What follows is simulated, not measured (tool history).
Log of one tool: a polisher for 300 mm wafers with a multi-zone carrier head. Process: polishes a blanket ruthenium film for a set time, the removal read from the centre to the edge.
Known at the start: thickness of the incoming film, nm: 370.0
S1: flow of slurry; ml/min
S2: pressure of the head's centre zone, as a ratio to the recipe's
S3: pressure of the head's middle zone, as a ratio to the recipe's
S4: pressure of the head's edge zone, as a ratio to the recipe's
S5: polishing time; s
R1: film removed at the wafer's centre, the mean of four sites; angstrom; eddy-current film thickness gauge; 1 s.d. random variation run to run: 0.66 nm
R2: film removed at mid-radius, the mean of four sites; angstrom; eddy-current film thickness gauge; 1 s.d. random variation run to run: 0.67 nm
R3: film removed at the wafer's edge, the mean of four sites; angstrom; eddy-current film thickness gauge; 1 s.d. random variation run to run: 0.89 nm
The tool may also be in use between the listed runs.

run 1 hour=0 | S1=295 S2=1 S3=1 S4=1 S5=70 | R1=1183.1 R2=1209 R3=1197
run 2 hour=0.8 | S1=295 S2=0.99 S3=1.01 S4=0.97 S5=66 | R1=1086.9 R2=1155.5 R3=1141.1
run 3 hour=6.2 | S1=300 S2=1.01 S3=1.03 S4=0.95 S5=61 | R1=1052.1 R2=1080.2 R3=1047.4
run 4 hour=7.7 | S1=300 S2=1.01 S3=1.03 S4=0.95 S5=75 | R1=1282.8 R2=1329.6 R3=1297.9
run 5 hour=14.1 | S1=255 S2=1.01 S3=1.03 S4=0.95 S5=75 | R1=1251 R2=1309.9 R3=1253.2
run 6 hour=22 | S1=240 S2=1.01 S3=1.04 S4=0.93 S5=70 | R1=1163.7 R2=1241.2 R3=1157
run 7 hour=29.5 | S1=225 S2=1 S3=1.04 S4=0.92 S5=66 | R1=1070 R2=1145.5 R3=1094.1
run 8 hour=34.3 | S1=225 S2=1 S3=1.06 S4=0.91 S5=62 | R1=1004.3 R2=1095.4 R3=1023.2
run 9 hour=40.1 | S1=220 S2=1 S3=1.07 S4=0.89 S5=60 | R1=973.76 R2=1041.7 R3=974.57
run 10 hour=48.9 | S1=215 S2=1 S3=1.09 S4=0.88 S5=58 | R1=936.52 R2=1046.1 R3=931.07

Predict the results of run 11:
run 11 hour=49.7 | S1=210 S2=0.97 S3=1.06 S4=0.81 S5=51 | R1=? R2=? R3=?

R1: 796.41 angstrom
R2: 881.21 angstrom
R3: 778.28 angstrom

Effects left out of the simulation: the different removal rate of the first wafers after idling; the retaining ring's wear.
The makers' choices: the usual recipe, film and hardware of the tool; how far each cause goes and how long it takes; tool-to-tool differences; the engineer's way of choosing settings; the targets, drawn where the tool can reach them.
